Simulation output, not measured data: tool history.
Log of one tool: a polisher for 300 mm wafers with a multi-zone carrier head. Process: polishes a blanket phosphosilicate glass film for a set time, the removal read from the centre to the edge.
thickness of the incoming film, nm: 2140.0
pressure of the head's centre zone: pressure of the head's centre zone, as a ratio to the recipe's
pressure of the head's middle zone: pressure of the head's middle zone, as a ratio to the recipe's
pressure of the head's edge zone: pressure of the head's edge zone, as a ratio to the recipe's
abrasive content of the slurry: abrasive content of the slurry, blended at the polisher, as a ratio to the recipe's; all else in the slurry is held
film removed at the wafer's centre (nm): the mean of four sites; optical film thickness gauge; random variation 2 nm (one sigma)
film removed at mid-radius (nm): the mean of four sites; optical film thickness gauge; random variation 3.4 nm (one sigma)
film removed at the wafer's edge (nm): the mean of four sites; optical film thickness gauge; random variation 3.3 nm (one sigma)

run	hour	flow of slurry (ml/min)	pressure of the head's centre zone	pressure of the head's middle zone	pressure of the head's edge zone	abrasive content of the slurry	polishing time (s)	film removed at the wafer's centre (nm)	film removed at mid-radius (nm)	film removed at the wafer's edge (nm)
1	0.0	130	1.00	1.00	1.00	1.0	44	305.09	307.97	307.46
2	3.2	120	0.98	0.99	1.02	1.0	44	282.14	294.00	310.54
3	5.0	120	1.05	0.99	1.02	1.0	44	304.80	293.04	312.57
4	6.3	110	1.03	1.00	1.02	1.0	44	293.49	296.74	307.44
5	11.5	110	1.03	1.00	0.98	1.0	44	295.72	289.72	302.97
6	19.4	110	1.03	1.00	0.98	0.9	44	283.94	282.68	288.10
7	26.8	80	0.96	1.01	1.08	1.0	44	241.09	266.36	291.93

Forecast run 8:
8	28.8	110	0.98	1.00	1.08	1.0	44	?	?	?

Run 8 gave film removed at the wafer's centre (nm) 276.10, film removed at mid-radius (nm) 287.64, film removed at the wafer's edge (nm) 314.66.
